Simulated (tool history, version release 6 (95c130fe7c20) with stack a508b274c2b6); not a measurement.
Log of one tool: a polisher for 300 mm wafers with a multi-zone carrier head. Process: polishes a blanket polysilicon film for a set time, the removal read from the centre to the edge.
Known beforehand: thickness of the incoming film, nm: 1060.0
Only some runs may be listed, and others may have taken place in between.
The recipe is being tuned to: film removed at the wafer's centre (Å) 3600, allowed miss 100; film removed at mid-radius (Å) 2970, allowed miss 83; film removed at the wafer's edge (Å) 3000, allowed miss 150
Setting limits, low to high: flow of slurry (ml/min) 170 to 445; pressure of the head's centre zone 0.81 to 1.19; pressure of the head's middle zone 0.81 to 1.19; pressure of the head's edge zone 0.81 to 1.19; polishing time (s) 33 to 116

run	hour	flow of slurry (ml/min)	pressure of the head's centre zone	pressure of the head's middle zone	pressure of the head's edge zone	polishing time (s)	film removed at the wafer's centre (Å)	film removed at mid-radius (Å)	film removed at the wafer's edge (Å)
1	0	285	1	1	1	74	4169.4	4178.4	4230.8
2	5	285	1.02	0.98	0.97	71	4109	3991.7	3994.8
3	8.8	285	1.03	0.96	0.95	68	3949.8	3811.2	3749.8
4	15.3	285	1.03	0.96	0.86	68	3923.6	3799.8	3590.7
5	17.9	285	1.03	0.96	0.91	68	3996.9	3869	3730.7
6	25.3	280	1.04	0.94	0.91	65	3823.6	3584.6	3589.1
7	31.4	285	1.05	0.93	0.9	63	3724.8	3527.5	3495.8
8	40.1	275	1.07	0.91	0.88	61	3710.2	3331.9	3283.4
9	47.2	225	1.07	0.82	0.82	59	3464.5	3035.6	3045.5

Which of these 5 next moves meets every target?
A	54.3	230	0.99	0.81	0.87	59	?	?	?
B	54.3	170	1.11	1.05	0.81	57	?	?	?
C	54.3	225	1.08	0.81	0.97	57	?	?	?
D	54.3	180	1.05	0.88	0.84	61	?	?	?
E	54.3	180	1.13	0.82	0.82	59	?	?	?

move	film removed at the wafer's centre (Å)	film removed at mid-radius (Å)	film removed at the wafer's edge (Å)
A	3238.4	3020.7	3127.3
B	3362.9	3141.9	2837.6
C	3405.6	2909	3171.4
D	3432.1	3132.5	3108.1
E	3573.6	2940.4	2975.8
A: moves away from the targets compared with the last run
B: moves away from the targets compared with the last run
C: moves away from the targets compared with the last run
D: moves away from the targets compared with the last run
E: all results in spec
Move E is the one to make.
